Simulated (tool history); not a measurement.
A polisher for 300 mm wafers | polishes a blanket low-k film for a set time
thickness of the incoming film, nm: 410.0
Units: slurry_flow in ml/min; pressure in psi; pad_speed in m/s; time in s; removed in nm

| run | hour | slurry_flow | pressure | pad_speed | slurry_solids | time | removed |
|---|---|---|---|---|---|---|---|
| 1 | 0.0 | 275 | 1.4 | 0.76 | 1.0 | 22 | 5.4248 |
| 2 | 1.2 | 275 | 1.4 | 0.92 | 1.0 | 22 | 6.3821 |
| 3 | 4.0 | 275 | 1.4 | 0.92 | 1.2 | 22 | 6.6358 |
| 4 | 12.4 | 275 | 1.2 | 0.92 | 1.2 | 22 | 5.7572 |
| 5 | 15.6 | 275 | 1.4 | 0.92 | 1.2 | 22 | 6.6180 |
| 6 | 21.5 | 275 | 1.3 | 0.92 | 1.2 | 22 | 6.2467 |
| 7 | 24.2 | 275 | 1.2 | 0.92 | 1.2 | 22 | 5.8613 |
| 8 | 27.2 | 275 | 1.1 | 0.92 | 1.2 | 22 | 5.3555 |
| 9 | 34.7 | 270 | 0.9 | 0.92 | 1.2 | 22 | 4.3722 |
| 10 | 40.6 | 245 | 0.8 | 0.92 | 1.2 | 22 | 3.8326 |
| 11 | 44.5 | 250 | 0.8 | 0.92 | 1.2 | 22 | 3.9217 |
| 12 | 52.4 | 255 | 0.8 | 0.92 | 1.2 | 22 | 3.8729 |
| 13 | 54.7 | 260 | 0.8 | 0.92 | 1.2 | 22 | 3.8820 |
| 14 | 55.9 | 265 | 0.8 | 0.92 | 1.2 | 22 | 3.8604 |
| 15 | 60.4 | 265 | 0.9 | 0.92 | 1.2 | 22 | 4.3565 |
| 16 | 69.3 | 260 | 0.9 | 0.92 | 1.2 | 22 | 4.3441 |
| 17 | 76.6 | 260 | 0.9 | 0.92 | 1.2 | 22 | 4.3554 |
| 18 | 85.1 | 255 | 0.8 | 0.92 | 1.2 | 22 | 3.8529 |
| 19 | 93.6 | 260 | 0.8 | 0.92 | 1.2 | 22 | 3.8762 |
| 20 | 100.7 | 265 | 0.8 | 0.92 | 1.2 | 22 | 3.9235 |

Run 21 comes next. What will it give?
| 21 | 102.1 | 270 | 0.8 | 0.92 | 1.2 | 22 | ? |

Run 21 gave removed 3.9096 nm.
